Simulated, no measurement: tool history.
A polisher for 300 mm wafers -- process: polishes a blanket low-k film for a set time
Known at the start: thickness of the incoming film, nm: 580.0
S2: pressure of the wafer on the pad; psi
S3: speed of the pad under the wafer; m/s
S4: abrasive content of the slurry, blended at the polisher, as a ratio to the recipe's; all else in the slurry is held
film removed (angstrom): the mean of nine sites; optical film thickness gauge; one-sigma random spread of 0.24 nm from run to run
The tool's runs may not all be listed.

{"run": 1, "hour": 0.0, "flow of slurry (ml/min)": 305, "S2": 2.1, "S3": 0.86, "S4": 1.0, "polishing time (s)": 39, "film removed (angstrom)": 172.66}
{"run": 2, "hour": 5.2, "flow of slurry (ml/min)": 305, "S2": 2.1, "S3": 1.0, "S4": 1.0, "polishing time (s)": 39, "film removed (angstrom)": 195.2}
{"run": 3, "hour": 12.0, "flow of slurry (ml/min)": 270, "S2": 2.1, "S3": 1.0, "S4": 1.0, "polishing time (s)": 39, "film removed (angstrom)": 195.31}
{"run": 4, "hour": 16.9, "flow of slurry (ml/min)": 270, "S2": 1.7, "S3": 1.0, "S4": 1.0, "polishing time (s)": 39, "film removed (angstrom)": 154.47}
{"run": 5, "hour": 21.5, "flow of slurry (ml/min)": 325, "S2": 1.7, "S3": 1.0, "S4": 1.0, "polishing time (s)": 39, "film removed (angstrom)": 158.39}
{"run": 6, "hour": 23.5, "flow of slurry (ml/min)": 325, "S2": 1.7, "S3": 1.0, "S4": 0.85, "polishing time (s)": 39, "film removed (angstrom)": 148.6}

The next listed run, before its measurement:
{"run": 7, "hour": 32.3, "flow of slurry (ml/min)": 325, "S2": 1.8, "S3": 1.0, "S4": 0.85, "polishing time (s)": 39, "film removed (angstrom)": "?"}

{"run 7": {"film removed (angstrom)": 158.73}}
